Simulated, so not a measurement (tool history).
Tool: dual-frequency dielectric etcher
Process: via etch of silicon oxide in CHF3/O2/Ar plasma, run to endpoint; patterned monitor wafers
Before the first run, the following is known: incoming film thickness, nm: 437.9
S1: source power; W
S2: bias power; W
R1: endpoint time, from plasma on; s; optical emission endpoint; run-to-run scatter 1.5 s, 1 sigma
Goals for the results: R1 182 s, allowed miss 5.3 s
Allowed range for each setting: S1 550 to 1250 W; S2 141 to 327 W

run,hour,S1,S2,R1
1,0,900,234,160.42
2,5.6,850,228,163.98
3,6.6,850,195,173.03
4,8.3,830,192,177.06
5,13.5,820,191,175.07
6,18.4,820,210,168.48
7,19,810,200,174.31
8,26.4,790,197,175.62

Next run, 5 choices. One meets every target within its allowed miss, the rest don't. Which?
A,33.8,730,186,?
B,33.8,930,215,?
C,33.8,830,219,?
D,33.8,630,166,?
E,33.8,800,211,?

move,R1
A,181.22
B,161.27
C,164.95
D,195.97
E,168.87
A: every result within its allowed miss
B: the biggest miss grows against the last run
C: the biggest miss grows against the last run
D: takes the biggest miss from the last run beyond its target
E: the biggest miss grows against the last run
Answer: A
